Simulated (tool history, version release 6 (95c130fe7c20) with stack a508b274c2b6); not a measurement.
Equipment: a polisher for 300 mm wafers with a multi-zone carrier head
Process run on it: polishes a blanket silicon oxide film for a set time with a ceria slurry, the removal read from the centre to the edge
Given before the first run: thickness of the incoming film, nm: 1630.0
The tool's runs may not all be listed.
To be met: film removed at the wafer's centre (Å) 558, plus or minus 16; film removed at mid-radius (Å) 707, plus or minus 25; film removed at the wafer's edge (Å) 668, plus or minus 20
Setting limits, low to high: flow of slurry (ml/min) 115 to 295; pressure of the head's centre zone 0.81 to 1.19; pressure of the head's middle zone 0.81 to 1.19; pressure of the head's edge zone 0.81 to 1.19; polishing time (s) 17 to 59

run  hour  flow of slurry (ml/min)  pressure of the head's centre zone  pressure of the head's middle zone  pressure of the head's edge zone  polishing time (s)  film removed at the wafer's centre (Å)  film removed at mid-radius (Å)  film removed at the wafer's edge (Å)
  1     0                      190                                   1                                   1                                 1                  38                                  918.27                             898                                906.51
  2   2.9                      190                                   1                                1.07                                 1                  38                                  911.47                          958.76                                917.56
  3   9.4                      185                                0.98                                1.07                              0.99                  37                                  873.11                          910.11                                884.42
  4  13.9                      185                                0.96                                1.08                              0.99                  36                                  819.71                          900.84                                857.45
  5  17.9                      185                                0.96                                   1                              0.99                  36                                  827.83                           839.7                                 858.7
  6  20.4                      185                                0.96                                   1                              0.99                  31                                  704.51                          728.25                                740.65
  7  27.4                      180                                0.94                                1.01                              0.98                  31                                  692.12                          740.58                                734.32
  8  35.9                      180                                0.94                                1.01                              0.98                  31                                   696.8                          751.88                                737.18
  9  41.1                      175                                0.93                                1.01                              0.98                  31                                  685.47                          720.83                                728.91
 10    49                      175                                0.92                                1.02                              0.98                  31                                  669.79                          748.73                                730.99
 11  51.9                      170                                0.91                                1.02                              0.97                  31                                  663.95                          731.81                                722.47

Below are 4 possible settings for the next run. Only one of them brings all results inside the allowed miss of their targets. Which is it?
  A  54.8                      160                                0.96                                0.91                              0.95                  33                                       ?                               ?                                     ?
  B  54.8                      185                                0.86                                1.12                              0.91                  30                                       ?                               ?                                     ?
  C  54.8                      190                                0.81                                1.03                              0.91                  29                                       ?                               ?                                     ?
  D  54.8                      170                                1.01                                1.07                              0.89                  30                                       ?                               ?                                     ?

move  film removed at the wafer's centre (Å)  film removed at mid-radius (Å)  film removed at the wafer's edge (Å)
   A                                  730.51                          703.72                                769.44
   B                                  613.73                          784.04                                698.55
   C                                  560.95                             709                                678.34
   D                                  709.21                          741.96                                 684.8
A: moves away from the targets compared with the last run
B: nearer than the last run, and not there yet
C: hits every target within its allowed miss
D: moves away from the targets compared with the last run
Go with C: it meets all targets.

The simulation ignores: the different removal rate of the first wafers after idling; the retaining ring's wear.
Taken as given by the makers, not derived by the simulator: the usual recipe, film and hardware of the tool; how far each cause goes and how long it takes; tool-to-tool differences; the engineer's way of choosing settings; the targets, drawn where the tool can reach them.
